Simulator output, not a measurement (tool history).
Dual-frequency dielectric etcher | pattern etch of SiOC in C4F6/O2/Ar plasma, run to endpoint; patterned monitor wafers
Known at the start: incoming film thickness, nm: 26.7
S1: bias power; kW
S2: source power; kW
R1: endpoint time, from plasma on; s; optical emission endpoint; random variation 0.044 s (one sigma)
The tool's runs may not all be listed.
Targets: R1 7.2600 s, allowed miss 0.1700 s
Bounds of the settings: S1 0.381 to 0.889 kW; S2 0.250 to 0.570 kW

{"run": 1, "hour": 0.0, "S1": 0.635, "S2": 0.41, "R1": 8.0622}
{"run": 2, "hour": 4.9, "S1": 0.654, "S2": 0.41, "R1": 7.8625}
{"run": 3, "hour": 11.7, "S1": 0.667, "S2": 0.41, "R1": 7.7797}
{"run": 4, "hour": 16.0, "S1": 0.677, "S2": 0.41, "R1": 7.6967}
{"run": 5, "hour": 24.5, "S1": 0.685, "S2": 0.41, "R1": 7.6366}
{"run": 6, "hour": 31.7, "S1": 0.685, "S2": 0.36, "R1": 7.7844}
{"run": 7, "hour": 38.9, "S1": 0.696, "S2": 0.36, "R1": 7.7173}
{"run": 8, "hour": 44.4, "S1": 0.705, "S2": 0.36, "R1": 7.8361}
{"run": 9, "hour": 52.3, "S1": 0.719, "S2": 0.36, "R1": 7.7378}
{"run": 10, "hour": 59.3, "S1": 0.732, "S2": 0.36, "R1": 7.6688}

4 next moves are on the table. One of them brings every result within its allowed miss. Which?
{"run": "A", "hour": 66.3, "S1": 0.771, "S2": 0.28, "R1": "?"}
{"run": "B", "hour": 66.3, "S1": 0.647, "S2": 0.39, "R1": "?"}
{"run": "C", "hour": 66.3, "S1": 0.612, "S2": 0.38, "R1": "?"}
{"run": "D", "hour": 66.3, "S1": 0.728, "S2": 0.47, "R1": "?"}

move=A R1=7.7903
move=B R1=8.0265
move=C R1=8.3225
move=D R1=7.2294
A: further off than the last run
B: further off than the last run
C: further off than the last run
D: meets every target
Answer: D
